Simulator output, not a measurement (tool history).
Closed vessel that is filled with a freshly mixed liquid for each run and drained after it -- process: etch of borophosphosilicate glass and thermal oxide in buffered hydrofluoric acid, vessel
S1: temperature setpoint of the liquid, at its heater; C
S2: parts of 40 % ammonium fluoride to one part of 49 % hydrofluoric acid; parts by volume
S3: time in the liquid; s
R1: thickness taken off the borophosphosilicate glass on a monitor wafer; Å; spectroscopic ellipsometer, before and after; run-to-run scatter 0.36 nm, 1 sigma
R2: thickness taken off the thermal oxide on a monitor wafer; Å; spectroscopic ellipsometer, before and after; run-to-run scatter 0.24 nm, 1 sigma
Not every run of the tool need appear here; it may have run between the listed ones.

run    day    S1  S2  S3       R1      R2
  1  0.000  21.0   8  60   919.26  630.00
  2  0.167  20.5   8  60   900.40  608.24
  3  0.450  22.5   8  60   997.96  678.87
  4  0.696  22.5   8  70  1174.40  793.37
  5  0.992  22.5   8  85  1420.80  967.97
  6  1.129  22.5   9  85  1246.40  850.31
  7  1.417  21.5   9  85  1172.60  802.60
  8  1.483  21.0   9  85  1146.80  772.70
  9  1.796  20.5   9  85  1120.10  761.44
 10  2.175  20.0   9  85  1080.10  737.91

Forecast run 11:
 11  2.288  19.5   9  85   ?   ?

R1: 1061.00 Å
R2: 721.48 Å
